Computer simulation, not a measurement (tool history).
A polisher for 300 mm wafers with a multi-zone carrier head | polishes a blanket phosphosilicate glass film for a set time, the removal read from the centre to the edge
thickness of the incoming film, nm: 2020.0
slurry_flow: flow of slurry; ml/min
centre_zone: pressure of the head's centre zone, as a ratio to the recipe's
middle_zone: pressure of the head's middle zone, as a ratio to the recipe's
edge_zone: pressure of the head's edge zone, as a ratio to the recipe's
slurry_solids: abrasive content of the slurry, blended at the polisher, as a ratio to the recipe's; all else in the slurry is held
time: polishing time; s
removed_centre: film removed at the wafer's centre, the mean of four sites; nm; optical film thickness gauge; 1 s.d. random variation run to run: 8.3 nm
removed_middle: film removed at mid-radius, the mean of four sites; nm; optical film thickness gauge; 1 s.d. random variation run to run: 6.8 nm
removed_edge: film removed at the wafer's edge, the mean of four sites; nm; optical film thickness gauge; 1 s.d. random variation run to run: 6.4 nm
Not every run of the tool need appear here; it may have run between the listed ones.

{"run": 1, "day": 0.0, "slurry_flow": 255, "centre_zone": 1.0, "middle_zone": 1.0, "edge_zone": 1.0, "slurry_solids": 1.0, "time": 73, "removed_centre": 487.86, "removed_middle": 481.29, "removed_edge": 481.4}
{"run": 2, "day": 0.283, "slurry_flow": 255, "centre_zone": 0.92, "middle_zone": 1.0, "edge_zone": 1.0, "slurry_solids": 1.0, "time": 73, "removed_centre": 443.7, "removed_middle": 492.64, "removed_edge": 474.78}
{"run": 3, "day": 0.383, "slurry_flow": 255, "centre_zone": 0.92, "middle_zone": 1.08, "edge_zone": 1.0, "slurry_solids": 1.0, "time": 73, "removed_centre": 449.44, "removed_middle": 519.43, "removed_edge": 480.62}
{"run": 4, "day": 0.612, "slurry_flow": 210, "centre_zone": 0.92, "middle_zone": 1.08, "edge_zone": 1.0, "slurry_solids": 1.0, "time": 73, "removed_centre": 430.73, "removed_middle": 501.3, "removed_edge": 471.04}
{"run": 5, "day": 0.692, "slurry_flow": 225, "centre_zone": 0.95, "middle_zone": 1.09, "edge_zone": 1.01, "slurry_solids": 1.05, "time": 73, "removed_centre": 465.37, "removed_middle": 527.41, "removed_edge": 489.37}
{"run": 6, "day": 0.779, "slurry_flow": 225, "centre_zone": 0.95, "middle_zone": 1.05, "edge_zone": 1.01, "slurry_solids": 1.05, "time": 73, "removed_centre": 459.09, "removed_middle": 501.23, "removed_edge": 484.71}
{"run": 7, "day": 0.933, "slurry_flow": 240, "centre_zone": 0.97, "middle_zone": 1.06, "edge_zone": 1.02, "slurry_solids": 1.1, "time": 73, "removed_centre": 489.15, "removed_middle": 531.91, "removed_edge": 500.99}
{"run": 8, "day": 1.242, "slurry_flow": 245, "centre_zone": 0.99, "middle_zone": 1.06, "edge_zone": 1.03, "slurry_solids": 1.15, "time": 74, "removed_centre": 518.83, "removed_middle": 550.64, "removed_edge": 526.06}
{"run": 9, "day": 1.588, "slurry_flow": 255, "centre_zone": 1.01, "middle_zone": 1.07, "edge_zone": 1.04, "slurry_solids": 1.2, "time": 74, "removed_centre": 538.7, "removed_middle": 563.52, "removed_edge": 544.15}

Run 10 has not been measured yet. What should we expect?
{"run": 10, "day": 1.642, "slurry_flow": 305, "centre_zone": 1.11, "middle_zone": 1.12, "edge_zone": 0.97, "slurry_solids": 1.45, "time": 85, "removed_centre": "?", "removed_middle": "?", "removed_edge": "?"}

removed_centre: 744.30 nm
removed_middle: 762.94 nm
removed_edge: 657.11 nm
